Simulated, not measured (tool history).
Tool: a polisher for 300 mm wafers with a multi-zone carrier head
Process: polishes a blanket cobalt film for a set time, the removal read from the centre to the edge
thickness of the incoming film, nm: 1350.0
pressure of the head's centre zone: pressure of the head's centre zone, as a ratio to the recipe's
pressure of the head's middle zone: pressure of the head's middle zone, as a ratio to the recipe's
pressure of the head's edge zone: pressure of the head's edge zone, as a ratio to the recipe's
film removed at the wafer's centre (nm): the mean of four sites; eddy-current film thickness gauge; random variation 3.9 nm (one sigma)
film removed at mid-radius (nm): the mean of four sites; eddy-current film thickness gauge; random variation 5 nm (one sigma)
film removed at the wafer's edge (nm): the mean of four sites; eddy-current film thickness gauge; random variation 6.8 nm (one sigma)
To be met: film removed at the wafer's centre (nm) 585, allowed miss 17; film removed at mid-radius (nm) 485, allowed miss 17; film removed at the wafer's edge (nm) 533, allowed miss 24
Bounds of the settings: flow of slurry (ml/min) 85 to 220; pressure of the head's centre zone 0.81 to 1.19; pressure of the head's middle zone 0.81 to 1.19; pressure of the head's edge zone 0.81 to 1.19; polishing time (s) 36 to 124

| run | hour | flow of slurry (ml/min) | pressure of the head's centre zone | pressure of the head's middle zone | pressure of the head's edge zone | polishing time (s) | film removed at the wafer's centre (nm) | film removed at mid-radius (nm) | film removed at the wafer's edge (nm) |
|---|---|---|---|---|---|---|---|---|---|
| 1 | 0 | 140 | 1 | 1 | 1 | 79 | 468.08 | 438.12 | 482.41 |
| 2 | 3 | 160 | 1.03 | 1 | 1.01 | 79 | 494.79 | 456.37 | 477.01 |
| 3 | 3.6 | 165 | 1.05 | 0.98 | 1.04 | 81 | 520.99 | 465.43 | 510.59 |
| 4 | 11.4 | 165 | 1.05 | 0.98 | 1.09 | 81 | 524.91 | 469.3 | 503.46 |
| 5 | 15.1 | 165 | 1.05 | 0.98 | 1.09 | 101 | 644.57 | 576.8 | 640.91 |
| 6 | 23.9 | 165 | 1.05 | 0.98 | 1.09 | 118 | 750.58 | 681.14 | 741.93 |
| 7 | 31.3 | 160 | 1.06 | 0.96 | 1.03 | 111 | 711.43 | 615.47 | 675.99 |
| 8 | 34 | 150 | 1.05 | 0.95 | 0.98 | 107 | 666.71 | 573.84 | 636.14 |
| 9 | 40.1 | 145 | 1.05 | 0.95 | 0.95 | 104 | 641.34 | 564.26 | 611.89 |
| 10 | 42.3 | 120 | 1.09 | 0.88 | 0.88 | 93 | 573.99 | 451.37 | 518.86 |
| 11 | 47.6 | 125 | 1.09 | 0.89 | 0.88 | 93 | 574.05 | 453.66 | 523.33 |

4 next moves are on the table. One of them brings every result within its allowed miss. Which?
| A | 52.9 | 170 | 1.06 | 0.91 | 0.9 | 90 | ? | ? | ? |
| B | 52.9 | 100 | 1.16 | 0.87 | 0.95 | 95 | ? | ? | ? |
| C | 52.9 | 135 | 1.15 | 0.85 | 0.97 | 90 | ? | ? | ? |
| D | 52.9 | 120 | 1.18 | 1.03 | 0.81 | 89 | ? | ? | ? |

| move | film removed at the wafer's centre (nm) | film removed at mid-radius (nm) | film removed at the wafer's edge (nm) |
|---|---|---|---|
| A | 579.43 | 483.86 | 529.72 |
| B | 576.64 | 431.22 | 519.52 |
| C | 596.08 | 435.95 | 525.45 |
| D | 585.74 | 491.41 | 478.82 |
A: meets every target
B: further off than the last run
C: further off than the last run
D: brings the result that was furthest off to its target, and leaves another outside
Answer: A
